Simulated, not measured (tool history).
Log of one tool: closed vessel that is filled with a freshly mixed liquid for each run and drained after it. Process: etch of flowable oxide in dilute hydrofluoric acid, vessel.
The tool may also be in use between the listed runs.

run	hour	temperature setpoint of the liquid (K)	parts of water to one part of 49 % hydrofluoric acid (parts by volume)	time in the liquid (s)	thickness taken off the flowable oxide on a monitor wafer (nm)
1	0	296.15	260	880	87.185
2	3.2	296.65	250	880	93.989
3	11.4	297.15	240	880	100.16
4	17	293.65	240	880	87.999
5	23.1	294.65	230	880	97.987
6	31.5	294.65	230	940	104.63
7	34.8	295.65	225	940	110.91
8	40.9	296.65	220	940	116.62
9	41.6	297.15	210	940	128.54
10	44.8	297.65	205	940	133.62
11	53.2	298.15	200	940	137.97

Run 12 is up next; what results do you expect?
12	57.8	298.65	195	940	?

Run 12 measured thickness taken off the flowable oxide on a monitor wafer (nm) 144.32.
